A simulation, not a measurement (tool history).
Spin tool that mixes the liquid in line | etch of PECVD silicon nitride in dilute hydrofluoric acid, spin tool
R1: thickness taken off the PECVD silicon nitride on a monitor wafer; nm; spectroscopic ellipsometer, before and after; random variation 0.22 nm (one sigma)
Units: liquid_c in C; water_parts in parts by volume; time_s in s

run 1 hour=0.0 | liquid_c=25.0 water_parts=85 time_s=265 | R1=17.749
run 2 hour=6.8 | liquid_c=26.5 water_parts=85 time_s=265 | R1=19.689
run 3 hour=10.4 | liquid_c=25.0 water_parts=85 time_s=265 | R1=17.928
run 4 hour=15.0 | liquid_c=25.0 water_parts=85 time_s=265 | R1=17.717
run 5 hour=17.4 | liquid_c=25.0 water_parts=110 time_s=265 | R1=14.043
run 6 hour=19.9 | liquid_c=27.5 water_parts=110 time_s=265 | R1=16.060
run 7 hour=24.1 | liquid_c=29.0 water_parts=105 time_s=265 | R1=18.870

The next listed run, before its measurement:
run 8 hour=28.8 | liquid_c=30.5 water_parts=105 time_s=265 | R1=?

R1: 20.874 nm

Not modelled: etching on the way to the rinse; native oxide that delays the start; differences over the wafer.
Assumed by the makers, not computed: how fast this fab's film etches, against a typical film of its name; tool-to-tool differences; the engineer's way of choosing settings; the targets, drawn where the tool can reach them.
